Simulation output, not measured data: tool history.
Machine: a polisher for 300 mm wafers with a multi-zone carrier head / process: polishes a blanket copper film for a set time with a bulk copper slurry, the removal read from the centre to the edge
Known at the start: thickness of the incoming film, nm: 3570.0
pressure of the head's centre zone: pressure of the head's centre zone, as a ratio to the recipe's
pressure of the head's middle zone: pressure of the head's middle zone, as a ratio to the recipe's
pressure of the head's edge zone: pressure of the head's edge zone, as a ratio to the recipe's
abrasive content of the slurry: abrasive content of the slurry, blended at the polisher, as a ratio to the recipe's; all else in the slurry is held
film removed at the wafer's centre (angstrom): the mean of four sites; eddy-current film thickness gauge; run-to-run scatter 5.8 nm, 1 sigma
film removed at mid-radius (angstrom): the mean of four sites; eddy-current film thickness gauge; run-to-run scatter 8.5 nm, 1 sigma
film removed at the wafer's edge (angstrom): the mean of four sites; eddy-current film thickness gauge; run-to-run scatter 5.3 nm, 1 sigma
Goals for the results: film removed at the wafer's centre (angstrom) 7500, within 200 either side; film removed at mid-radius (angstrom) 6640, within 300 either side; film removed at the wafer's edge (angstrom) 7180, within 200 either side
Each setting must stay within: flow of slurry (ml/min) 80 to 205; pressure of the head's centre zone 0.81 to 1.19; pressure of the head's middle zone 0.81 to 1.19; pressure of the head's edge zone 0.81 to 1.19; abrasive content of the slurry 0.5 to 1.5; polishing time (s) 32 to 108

run  hour  flow of slurry (ml/min)  pressure of the head's centre zone  pressure of the head's middle zone  pressure of the head's edge zone  abrasive content of the slurry  polishing time (s)  film removed at the wafer's centre (angstrom)  film removed at mid-radius (angstrom)  film removed at the wafer's edge (angstrom)
  1     0                      135                                   1                                   1                                 1                               1                  70                                           6116                                 6250.4                                       6321.8
  2   2.4                      135                                1.07                                   1                                 1                               1                  70                                         6369.2                                 6222.4                                       6268.1
  3  11.3                      135                                1.07                                   1                                 1                               1                  84                                         7563.2                                 7505.4                                         7440
  4  17.3                      135                                1.12                                   1                                 1                               1                  84                                         7905.8                                 7524.8                                       7451.3
  5  22.3                      135                                1.12                                   1                                 1                               1                  71                                         6714.2                                   6224                                         6387
  6  28.8                      135                                1.12                                   1                              1.06                               1                  71                                         6627.4                                 6335.8                                       6458.6
  7  30.8                      140                                1.12                                0.99                              1.07                               1                  71                                         6744.5                                 6247.4                                       6586.9
  8  34.9                      145                                1.12                                0.99                              1.07                               1                  71                                           6809                                 6214.7                                       6576.3
  9  36.6                      150                                1.12                                0.99                              1.08                               1                  71                                         6952.2                                 6439.9                                       6545.3
 10  39.8                      150                                1.12                                0.99                              1.08                               1                  71                                         6769.9                                   6366                                       6643.5

Which of these 5 next moves meets every target?
  A    43                      160                                1.03                                1.07                              1.03                               1                  70                                              ?                                      ?                                            ?
  B    43                      125                                0.91                                   1                              1.19                            0.85                  77                                              ?                                      ?                                            ?
  C    43                      195                                0.94                                0.92                              1.19                             1.3                  68                                              ?                                      ?                                            ?
  D    43                      135                                1.15                                0.95                              1.09                            1.05                  77                                              ?                                      ?                                            ?
  E    43                      130                                0.94                                0.86                              1.19                            0.85                  81                                              ?                                      ?                                            ?

move  film removed at the wafer's centre (angstrom)  film removed at mid-radius (angstrom)  film removed at the wafer's edge (angstrom)
   A                                           6412                                 6877.7                                       6393.7
   B                                         5835.3                                 6508.8                                       6889.3
   C                                         6449.2                                 6483.6                                       7189.2
   D                                           7429                                 6677.8                                       7099.4
   E                                         6343.5                                 6095.5                                         7310
A: misses by more than the last run did
B: misses by more than the last run did
C: misses by more than the last run did
D: hits every target within its allowed miss
E: misses by more than the last run did
The move that meets every target is D.
